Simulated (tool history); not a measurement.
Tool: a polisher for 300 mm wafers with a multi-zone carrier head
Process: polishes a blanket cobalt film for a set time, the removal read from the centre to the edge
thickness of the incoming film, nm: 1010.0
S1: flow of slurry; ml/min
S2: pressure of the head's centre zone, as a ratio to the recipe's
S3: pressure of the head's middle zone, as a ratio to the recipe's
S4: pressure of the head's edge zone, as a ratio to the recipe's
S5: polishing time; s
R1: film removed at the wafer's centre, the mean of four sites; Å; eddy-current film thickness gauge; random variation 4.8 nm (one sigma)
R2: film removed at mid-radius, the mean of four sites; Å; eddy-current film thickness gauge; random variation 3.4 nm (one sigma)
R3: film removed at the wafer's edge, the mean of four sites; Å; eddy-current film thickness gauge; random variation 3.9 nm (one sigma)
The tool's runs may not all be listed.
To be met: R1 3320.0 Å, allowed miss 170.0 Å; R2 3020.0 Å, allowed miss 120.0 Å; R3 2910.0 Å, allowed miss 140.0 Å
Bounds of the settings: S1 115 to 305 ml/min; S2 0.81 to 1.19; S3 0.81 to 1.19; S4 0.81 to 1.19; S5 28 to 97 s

run	hour	S1	S2	S3	S4	S5	R1	R2	R3
1	0.0	195	1.00	1.00	1.00	62	2175.4	2501.7	2402.1
2	2.9	205	1.03	1.00	1.00	64	2336.1	2536.0	2474.5
3	10.2	205	1.00	1.00	1.00	64	2309.1	2513.9	2460.6
4	10.8	205	1.00	0.96	1.00	64	2293.3	2491.6	2431.2
5	18.9	165	1.00	0.96	1.00	64	2158.1	2334.0	2394.3
6	25.9	180	1.03	0.97	1.00	65	2331.9	2464.4	2494.3
7	31.0	190	1.06	0.98	1.00	66	2472.0	2536.7	2501.8
# hour 38.1: centre zone pressure recalibrated
8	38.1	200	1.08	0.99	1.01	67	2743.2	2700.6	2555.1
9	41.8	200	1.08	0.99	1.03	68	2810.3	2663.0	2675.0
10	43.5	210	1.08	1.00	1.04	68	2822.0	2717.6	2594.2
11	47.7	210	1.08	1.00	1.04	69	2924.3	2759.6	2777.9
12	56.4	220	1.08	1.01	1.04	69	2963.0	2783.4	2705.1
13	58.9	225	1.08	1.02	1.05	69	2982.7	2824.9	2741.5
14	62.3	230	1.08	1.03	1.06	69	2900.1	2834.7	2758.6
15	68.5	230	1.08	1.03	1.06	69	2936.4	2824.4	2867.3

5 next moves are on the table. One of them brings every result within its allowed miss. Which?
A	74.7	230	1.07	1.04	1.04	73	?	?	?
B	74.7	210	1.07	1.00	1.19	68	?	?	?
C	74.7	235	1.19	0.98	0.86	70	?	?	?
D	74.7	205	1.15	1.01	0.89	74	?	?	?
E	74.7	215	1.15	1.03	1.09	73	?	?	?

move	R1	R2	R3
A	3080.7	2996.8	2901.1
B	2828.8	2665.8	2861.1
C	3296.6	2739.5	2560.7
D	3297.3	2915.1	2707.8
E	3278.5	2943.5	2947.1
A: nearer than the last run, and not there yet
B: further off than the last run
C: brings the result that was furthest off to its target, and leaves another outside
D: brings the result that was furthest off to its target, and leaves another outside
E: meets every target
Move E is the one to make.

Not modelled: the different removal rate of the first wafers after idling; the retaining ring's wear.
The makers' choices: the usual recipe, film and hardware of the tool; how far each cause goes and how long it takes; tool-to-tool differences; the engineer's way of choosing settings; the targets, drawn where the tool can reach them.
